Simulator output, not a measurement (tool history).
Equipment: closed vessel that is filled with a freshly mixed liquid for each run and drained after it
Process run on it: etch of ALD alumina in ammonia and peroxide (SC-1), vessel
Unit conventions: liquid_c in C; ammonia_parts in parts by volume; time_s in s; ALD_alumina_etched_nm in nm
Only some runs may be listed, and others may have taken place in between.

run,hour,liquid_c,ammonia_parts,time_s,ALD_alumina_etched_nm
1,0.0,53.0,0.4,190,20.276
2,2.4,52.0,0.4,190,19.849
3,10.8,51.0,0.4,190,18.440
4,15.5,50.5,0.4,190,17.864
5,23.2,50.5,0.4,205,19.691
6,27.0,50.0,0.4,205,18.864
7,27.9,49.5,0.4,205,18.182
8,35.5,49.0,0.4,205,17.987
9,38.0,48.5,0.4,205,17.432

Forecast run 10:
10,41.8,48.0,0.4,205,?

ALD_alumina_etched_nm: 16.822 nm

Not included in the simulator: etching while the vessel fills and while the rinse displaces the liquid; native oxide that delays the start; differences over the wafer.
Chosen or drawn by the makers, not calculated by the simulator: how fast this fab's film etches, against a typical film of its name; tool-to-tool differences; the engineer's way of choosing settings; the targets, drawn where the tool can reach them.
